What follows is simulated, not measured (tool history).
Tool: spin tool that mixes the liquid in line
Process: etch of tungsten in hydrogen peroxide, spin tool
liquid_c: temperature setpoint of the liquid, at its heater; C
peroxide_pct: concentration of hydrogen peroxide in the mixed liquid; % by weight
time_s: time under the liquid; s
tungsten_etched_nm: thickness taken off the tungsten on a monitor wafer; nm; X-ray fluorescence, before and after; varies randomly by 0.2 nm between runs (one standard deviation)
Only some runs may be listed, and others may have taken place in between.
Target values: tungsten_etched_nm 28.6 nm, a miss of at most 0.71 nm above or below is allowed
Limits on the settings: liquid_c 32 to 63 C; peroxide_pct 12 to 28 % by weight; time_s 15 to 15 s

| run | day | liquid_c | peroxide_pct | time_s | tungsten_etched_nm |
|---|---|---|---|---|---|
| 1 | 0 | 47 | 19 | 15 | 16.181 |
| 2 | 0.167 | 47 | 19 | 15 | 16.283 |
| 3 | 0.304 | 49 | 19 | 15 | 18.623 |
| 4 | 0.404 | 45.5 | 19 | 15 | 14.932 |
| 5 | 0.558 | 51.5 | 19 | 15 | 21.419 |
| 6 | 0.925 | 51.5 | 19 | 15 | 21.554 |
| 7 | 1.275 | 52.5 | 19 | 15 | 22.49 |
| 8 | 1.45 | 53.5 | 19 | 15 | 23.951 |
| 9 | 1.579 | 54 | 19 | 15 | 24.852 |
| 10 | 1.638 | 54.5 | 19 | 15 | 25.923 |
| 11 | 1.925 | 55 | 19 | 15 | 26.042 |
| 12 | 2.004 | 55.5 | 19 | 15 | 27.371 |
| 13 | 2.033 | 55.5 | 19 | 15 | 27.362 |

4 candidate next runs follow, results not yet known. Just one meets every target within its allowed miss. Identify it.
| A | 2.062 | 56.5 | 17 | 15 | ? |
| B | 2.062 | 53.5 | 22.5 | 15 | ? |
| C | 2.062 | 56 | 19.5 | 15 | ? |
| D | 2.062 | 54 | 22.5 | 15 | ? |

| move | tungsten_etched_nm |
|---|---|
| A | 27.003 |
| B | 26.005 |
| C | 28.082 |
| D | 26.793 |
A: the biggest miss grows against the last run
B: the biggest miss grows against the last run
C: all results in spec
D: the biggest miss grows against the last run
The right move is C.
